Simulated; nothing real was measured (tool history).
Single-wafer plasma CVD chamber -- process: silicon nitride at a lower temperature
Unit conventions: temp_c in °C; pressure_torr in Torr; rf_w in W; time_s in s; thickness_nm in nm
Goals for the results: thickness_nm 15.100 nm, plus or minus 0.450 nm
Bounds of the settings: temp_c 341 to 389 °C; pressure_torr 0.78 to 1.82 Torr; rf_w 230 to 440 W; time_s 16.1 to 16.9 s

{"run": 1, "hour": 0.0, "temp_c": 365, "pressure_torr": 1.3, "rf_w": 335, "time_s": 16.9, "thickness_nm": 19.762}
{"run": 2, "hour": 2.3, "temp_c": 370, "pressure_torr": 1.3, "rf_w": 335, "time_s": 16.9, "thickness_nm": 19.73}
{"run": 3, "hour": 8.3, "temp_c": 370, "pressure_torr": 1.24, "rf_w": 315, "time_s": 16.7, "thickness_nm": 18.308}
{"run": 4, "hour": 16.5, "temp_c": 370, "pressure_torr": 1.17, "rf_w": 305, "time_s": 16.6, "thickness_nm": 17.204}
{"run": 5, "hour": 23.8, "temp_c": 370, "pressure_torr": 1.11, "rf_w": 300, "time_s": 16.6, "thickness_nm": 16.596}
{"run": 6, "hour": 26.8, "temp_c": 370, "pressure_torr": 1.07, "rf_w": 300, "time_s": 16.6, "thickness_nm": 16.451}
{"run": 7, "hour": 31.7, "temp_c": 370, "pressure_torr": 1.03, "rf_w": 300, "time_s": 16.6, "thickness_nm": 16.08}
{"run": 8, "hour": 37.2, "temp_c": 370, "pressure_torr": 1.0, "rf_w": 300, "time_s": 16.6, "thickness_nm": 15.987}
{"run": 9, "hour": 41.3, "temp_c": 370, "pressure_torr": 0.97, "rf_w": 300, "time_s": 16.6, "thickness_nm": 15.802}
{"run": 10, "hour": 43.6, "temp_c": 370, "pressure_torr": 0.95, "rf_w": 300, "time_s": 16.6, "thickness_nm": 15.713}

Pick the move, out of 4, that brings all results within their allowed miss; only one does.
{"run": "A", "hour": 45.9, "temp_c": 370, "pressure_torr": 1.01, "rf_w": 280, "time_s": 16.9, "thickness_nm": "?"}
{"run": "B", "hour": 45.9, "temp_c": 369, "pressure_torr": 1.23, "rf_w": 255, "time_s": 16.3, "thickness_nm": "?"}
{"run": "C", "hour": 45.9, "temp_c": 379, "pressure_torr": 0.86, "rf_w": 290, "time_s": 16.1, "thickness_nm": "?"}
{"run": "D", "hour": 45.9, "temp_c": 369, "pressure_torr": 0.78, "rf_w": 300, "time_s": 16.1, "thickness_nm": "?"}

move=A thickness_nm=15.336
move=B thickness_nm=14.384
move=C thickness_nm=14.136
move=D thickness_nm=14.009
A: meets every target
B: takes the result that was furthest off past its target
C: takes the result that was furthest off past its target
D: takes the result that was furthest off past its target
Move A is the one to make.

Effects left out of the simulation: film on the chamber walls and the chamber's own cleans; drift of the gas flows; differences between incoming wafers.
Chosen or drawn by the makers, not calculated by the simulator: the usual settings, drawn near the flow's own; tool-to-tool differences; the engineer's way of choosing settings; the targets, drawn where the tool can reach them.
